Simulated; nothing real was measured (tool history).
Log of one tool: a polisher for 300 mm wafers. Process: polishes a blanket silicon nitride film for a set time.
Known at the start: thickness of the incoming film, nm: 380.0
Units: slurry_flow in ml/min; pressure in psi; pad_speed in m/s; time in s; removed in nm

run,hour,slurry_flow,pressure,pad_speed,time,removed
1,0,290,3.3,1.08,56,105.41
2,8.1,290,3.3,1.08,51,100.11
3,9.8,290,3.8,1.12,51,115.31
4,12.1,290,4.5,1.12,51,137.19
5,19.1,255,4.5,1.12,51,137.13
6,21,255,4.7,1.18,51,146.26
7,29.9,255,4.8,1.26,52,159.87
8,36.8,255,4.9,1.3,52,165.31
9,40.4,255,5,1.34,52,175.35

Run 10 comes next. What will it give?
10,47.1,255,5.1,1.36,52,?

Run 10 gave removed 174.12 nm.
